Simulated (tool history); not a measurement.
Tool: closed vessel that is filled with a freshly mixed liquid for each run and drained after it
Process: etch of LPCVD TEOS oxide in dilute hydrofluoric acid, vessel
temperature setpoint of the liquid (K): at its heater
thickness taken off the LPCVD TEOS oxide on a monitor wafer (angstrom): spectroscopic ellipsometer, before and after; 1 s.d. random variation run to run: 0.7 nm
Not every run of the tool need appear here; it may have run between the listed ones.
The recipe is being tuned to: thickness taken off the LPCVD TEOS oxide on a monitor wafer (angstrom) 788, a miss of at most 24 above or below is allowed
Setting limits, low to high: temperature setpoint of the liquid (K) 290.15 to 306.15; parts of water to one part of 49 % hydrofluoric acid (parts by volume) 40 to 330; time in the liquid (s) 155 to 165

run  hour  temperature setpoint of the liquid (K)  parts of water to one part of 49 % hydrofluoric acid (parts by volume)  time in the liquid (s)  thickness taken off the LPCVD TEOS oxide on a monitor wafer (angstrom)
  1     0                                  298.15                                                                     185                     155                                                                  241.09
  2   1.8                                  299.65                                                                     160                     155                                                                  300.58
  3   6.1                                  297.65                                                                     160                     155                                                                  280.85
  4  14.8                                  297.65                                                                     220                     155                                                                  190.85
  5    19                                  297.65                                                                     195                     155                                                                  220.78
  6  27.2                                  299.15                                                                     170                     155                                                                  275.48
  7    30                                  300.15                                                                     145                     155                                                                  350.04
  8  31.9                                  301.15                                                                     130                     155                                                                  409.91
  9  33.6                                  302.15                                                                     120                     155                                                                   471.4
 10  39.2                                  302.65                                                                     110                     155                                                                  522.68
 11  41.1                                  303.15                                                                     105                     155                                                                     560
 12  47.3                                  303.65                                                                     100                     155                                                                  615.33
 13  54.6                                  306.15                                                                      80                     155                                                                  845.82
 14  59.2                                  305.65                                                                      80                     155                                                                  844.86
 15  61.2                                  305.15                                                                      80                     155                                                                  826.24

Which one of the following 5 next-run settings gets every result inside its allowed miss? There is exactly one.
  A  63.2                                  305.15                                                                      75                     155                                                                       ?
  B  63.2                                  305.15                                                                      80                     160                                                                       ?
  C  63.2                                  303.65                                                                      80                     155                                                                       ?
  D  63.2                                  305.65                                                                      80                     160                                                                       ?
  E  63.2                                  306.15                                                                      80                     165                                                                       ?

move  thickness taken off the LPCVD TEOS oxide on a monitor wafer (angstrom)
   A                                                                  884.04
   B                                                                  849.19
   C                                                                  776.78
   D                                                                  865.45
   E                                                                   909.5
A: misses by more than the last run did
B: misses by more than the last run did
C: meets every target
D: misses by more than the last run did
E: misses by more than the last run did
The move that meets every target is C.
